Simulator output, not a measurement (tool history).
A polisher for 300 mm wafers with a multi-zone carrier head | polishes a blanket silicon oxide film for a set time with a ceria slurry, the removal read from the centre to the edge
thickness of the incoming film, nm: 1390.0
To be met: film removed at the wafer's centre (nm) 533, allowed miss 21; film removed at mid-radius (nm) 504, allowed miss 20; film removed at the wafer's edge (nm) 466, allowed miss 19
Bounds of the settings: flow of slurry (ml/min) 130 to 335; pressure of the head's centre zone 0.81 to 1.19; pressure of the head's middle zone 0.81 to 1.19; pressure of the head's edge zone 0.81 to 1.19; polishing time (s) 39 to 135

| run | hour | flow of slurry (ml/min) | pressure of the head's centre zone | pressure of the head's middle zone | pressure of the head's edge zone | polishing time (s) | film removed at the wafer's centre (nm) | film removed at mid-radius (nm) | film removed at the wafer's edge (nm) |
|---|---|---|---|---|---|---|---|---|---|
| 1 | 0 | 215 | 1 | 1 | 1 | 87 | 337.23 | 327.36 | 335.12 |
| 2 | 6.6 | 215 | 1 | 1 | 1 | 101 | 392.73 | 391.25 | 380.16 |
| 3 | 15.4 | 215 | 1 | 1.04 | 1 | 101 | 391.16 | 398.79 | 382.84 |
| 4 | 17.2 | 225 | 1.04 | 1.07 | 1.03 | 105 | 426.84 | 431.1 | 405.49 |
| 5 | 19.3 | 170 | 1.04 | 1.07 | 1.03 | 105 | 411.38 | 421.43 | 397.42 |
| 6 | 26.9 | 150 | 1.04 | 1.07 | 1.03 | 105 | 404.49 | 408.38 | 394.54 |
| 7 | 30.8 | 170 | 1.08 | 1.09 | 1.06 | 108 | 432.41 | 428.07 | 411.43 |
| 8 | 38.6 | 185 | 1.11 | 1.11 | 1.07 | 111 | 474.15 | 454.71 | 434.89 |
| 9 | 43.4 | 200 | 1.12 | 1.13 | 1.08 | 112 | 474.69 | 474.46 | 440.92 |
| 10 | 51.1 | 210 | 1.14 | 1.13 | 1.08 | 113 | 493.68 | 474.83 | 450.65 |
| 11 | 55.7 | 220 | 1.15 | 1.14 | 1.08 | 114 | 516.17 | 488.99 | 451.97 |
| 12 | 57.7 | 225 | 1.15 | 1.14 | 1.09 | 114 | 510.31 | 488.51 | 457.07 |

5 next moves are on the table. One of them brings every result within its allowed miss. Which?
| A | 59.7 | 225 | 1.1 | 1.12 | 1.08 | 116 | ? | ? | ? |
| B | 59.7 | 265 | 1.17 | 1.19 | 1.06 | 110 | ? | ? | ? |
| C | 59.7 | 205 | 1.16 | 1.14 | 1.07 | 119 | ? | ? | ? |
| D | 59.7 | 190 | 1.11 | 1.11 | 1.19 | 115 | ? | ? | ? |
| E | 59.7 | 220 | 1.11 | 1.14 | 1.09 | 110 | ? | ? | ? |

| move | film removed at the wafer's centre (nm) | film removed at mid-radius (nm) | film removed at the wafer's edge (nm) |
|---|---|---|---|
| A | 506.73 | 484.85 | 463.98 |
| B | 520.26 | 490.57 | 440.48 |
| C | 542.88 | 499.94 | 470.43 |
| D | 497.44 | 469.06 | 477.49 |
| E | 483.81 | 465.47 | 441.2 |
A: further off than the last run
B: brings the result that was furthest off to its target, and leaves another outside
C: meets every target
D: further off than the last run
E: further off than the last run
Move C is the one to make.
